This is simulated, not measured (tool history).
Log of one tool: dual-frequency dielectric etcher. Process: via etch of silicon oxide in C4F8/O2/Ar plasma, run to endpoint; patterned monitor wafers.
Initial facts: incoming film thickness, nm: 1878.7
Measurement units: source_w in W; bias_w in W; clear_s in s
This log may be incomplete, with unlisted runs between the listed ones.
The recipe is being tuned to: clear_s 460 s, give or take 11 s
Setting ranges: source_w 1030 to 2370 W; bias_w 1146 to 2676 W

run,hour,source_w,bias_w,clear_s
1,0,1700,1911,404.11
2,2.9,1700,2128,392.02
3,9.2,1590,2088,411.07
4,13.6,1530,2072,411.5
5,19.4,1450,2040,423.94
6,24.1,1400,2021,431.46
7,24.7,1360,2007,433.23
8,31.8,1320,1991,443.32

Which one of the following 4 next-run settings gets every result inside its allowed miss? There is exactly one.
A,38.9,1180,2101,?
B,38.9,1410,2018,?
C,38.9,1580,1879,?
D,38.9,1390,1980,?

move,clear_s
A,458.13
B,430.44
C,420.04
D,435.87
A: every result within its allowed miss
B: its largest miss is bigger than the last run's
C: its largest miss is bigger than the last run's
D: its largest miss is bigger than the last run's
Answer: A

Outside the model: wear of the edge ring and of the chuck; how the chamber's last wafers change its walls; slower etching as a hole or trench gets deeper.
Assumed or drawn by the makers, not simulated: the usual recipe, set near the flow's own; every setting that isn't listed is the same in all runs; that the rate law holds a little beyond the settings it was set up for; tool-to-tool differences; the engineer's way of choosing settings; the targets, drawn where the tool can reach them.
